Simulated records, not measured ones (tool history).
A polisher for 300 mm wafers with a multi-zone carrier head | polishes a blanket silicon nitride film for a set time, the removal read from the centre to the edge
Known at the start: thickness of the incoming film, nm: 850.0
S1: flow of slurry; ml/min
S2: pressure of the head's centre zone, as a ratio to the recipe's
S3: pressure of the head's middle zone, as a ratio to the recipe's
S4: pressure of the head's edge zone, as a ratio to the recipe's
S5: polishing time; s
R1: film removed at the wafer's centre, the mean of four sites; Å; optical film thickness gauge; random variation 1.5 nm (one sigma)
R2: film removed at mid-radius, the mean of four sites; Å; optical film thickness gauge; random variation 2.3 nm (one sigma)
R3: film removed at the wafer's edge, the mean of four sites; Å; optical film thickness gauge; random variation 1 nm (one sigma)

run,hour,S1,S2,S3,S4,S5,R1,R2,R3
1,0.0,160,1.00,1.00,1.00,67,1185.0,1159.7,1143.6
2,3.7,185,1.00,1.00,1.00,67,1212.0,1210.3,1185.4
3,10.0,185,1.00,1.00,0.95,67,1191.1,1217.4,1147.9
4,19.0,185,1.00,1.00,0.89,67,1213.8,1225.5,1110.0
5,19.9,185,1.00,1.00,0.83,67,1193.4,1237.8,1073.0
6,23.2,190,1.00,1.01,0.85,68,1228.7,1252.9,1118.1
7,26.2,195,1.00,1.03,0.86,69,1263.4,1271.7,1143.0
8,34.8,195,0.99,1.04,0.85,70,1251.9,1335.9,1173.0
9,39.6,200,0.99,1.05,0.85,70,1258.9,1311.7,1155.9
10,44.2,200,0.99,1.05,0.85,70,1276.6,1309.9,1153.1
11,52.0,200,0.99,1.05,0.85,71,1275.3,1359.7,1170.9

The next listed run, before its measurement:
12,54.3,200,0.99,1.06,0.86,72,?,?,?

{"run 12": {"R1": 1283.3, "R2": 1366.0, "R3": 1197.4}}

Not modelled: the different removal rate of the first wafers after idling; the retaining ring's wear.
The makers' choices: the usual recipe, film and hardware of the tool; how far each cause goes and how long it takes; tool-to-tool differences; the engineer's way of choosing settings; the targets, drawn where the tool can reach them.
